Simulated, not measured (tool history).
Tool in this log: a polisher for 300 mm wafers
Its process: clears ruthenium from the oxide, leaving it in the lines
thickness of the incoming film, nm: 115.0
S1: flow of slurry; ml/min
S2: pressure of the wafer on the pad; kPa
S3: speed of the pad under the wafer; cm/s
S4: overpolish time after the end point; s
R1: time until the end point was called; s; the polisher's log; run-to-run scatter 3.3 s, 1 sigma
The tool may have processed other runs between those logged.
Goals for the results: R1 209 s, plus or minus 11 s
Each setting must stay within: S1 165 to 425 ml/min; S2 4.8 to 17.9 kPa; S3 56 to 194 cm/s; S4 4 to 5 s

{"run": 1, "hour": 0.0, "S1": 275, "S2": 11, "S3": 124, "S4": 5, "R1": 102.22}
{"run": 2, "hour": 6.7, "S1": 275, "S2": 11, "S3": 146, "S4": 5, "R1": 87.234}
{"run": 3, "hour": 9.9, "S1": 275, "S2": 8.3, "S3": 146, "S4": 5, "R1": 116.37}
{"run": 4, "hour": 14.0, "S1": 325, "S2": 8.3, "S3": 146, "S4": 5, "R1": 113.88}
{"run": 5, "hour": 15.8, "S1": 325, "S2": 8.3, "S3": 146, "S4": 5, "R1": 110.6}
{"run": 6, "hour": 19.7, "S1": 325, "S2": 8.3, "S3": 126, "S4": 5, "R1": 132.91}
{"run": 7, "hour": 22.7, "S1": 325, "S2": 7.6, "S3": 124, "S4": 5, "R1": 142.39}
{"run": 8, "hour": 30.9, "S1": 320, "S2": 4.8, "S3": 102, "S4": 5, "R1": 266.31}
{"run": 9, "hour": 37.6, "S1": 330, "S2": 5.5, "S3": 102, "S4": 5, "R1": 235.68}

Pick the move, out of 4, that brings all results within their allowed miss; only one does.
{"run": "A", "hour": 44.3, "S1": 380, "S2": 6.9, "S3": 68, "S4": 5, "R1": "?"}
{"run": "B", "hour": 44.3, "S1": 260, "S2": 6.9, "S3": 96, "S4": 4, "R1": "?"}
{"run": "C", "hour": 44.3, "S1": 375, "S2": 4.8, "S3": 102, "S4": 4, "R1": "?"}
{"run": "D", "hour": 44.3, "S1": 395, "S2": 4.8, "S3": 94, "S4": 5, "R1": "?"}

move=A R1=272.47
move=B R1=202.14
move=C R1=259.21
move=D R1=279.34
A: lands further from the targets than the last run did
B: each result inside its tolerance
C: lands further from the targets than the last run did
D: lands further from the targets than the last run did
Go with B: it meets all targets.

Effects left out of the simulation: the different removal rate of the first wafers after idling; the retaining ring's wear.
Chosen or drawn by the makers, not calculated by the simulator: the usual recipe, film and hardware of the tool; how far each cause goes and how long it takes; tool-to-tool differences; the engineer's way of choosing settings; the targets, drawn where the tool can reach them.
